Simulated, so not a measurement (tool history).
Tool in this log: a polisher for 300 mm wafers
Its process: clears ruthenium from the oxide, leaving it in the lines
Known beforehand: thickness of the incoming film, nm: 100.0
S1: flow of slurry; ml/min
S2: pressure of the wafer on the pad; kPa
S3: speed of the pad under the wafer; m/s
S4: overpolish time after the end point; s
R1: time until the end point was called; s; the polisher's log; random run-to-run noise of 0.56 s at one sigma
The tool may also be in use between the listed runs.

run 1 day=0.000 | S1=225 S2=13.8 S3=1.20 S4=43 | R1=83.227
run 2 day=0.362 | S1=225 S2=13.8 S3=1.38 S4=43 | R1=72.559
run 3 day=0.608 | S1=235 S2=14.5 S3=1.38 S4=43 | R1=69.683
run 4 day=0.658 | S1=235 S2=14.5 S3=1.38 S4=45 | R1=69.802
run 5 day=0.788 | S1=235 S2=14.5 S3=1.14 S4=45 | R1=84.858
run 6 day=0.875 | S1=235 S2=11.0 S3=1.14 S4=45 | R1=104.130
run 7 day=1.088 | S1=235 S2=12.4 S3=1.14 S4=45 | R1=95.001

Run 8 has not been measured yet. What should we expect?
run 8 day=1.183 | S1=235 S2=13.1 S3=1.14 S4=45 | R1=?

{"run 8": {"R1": 91.254}}

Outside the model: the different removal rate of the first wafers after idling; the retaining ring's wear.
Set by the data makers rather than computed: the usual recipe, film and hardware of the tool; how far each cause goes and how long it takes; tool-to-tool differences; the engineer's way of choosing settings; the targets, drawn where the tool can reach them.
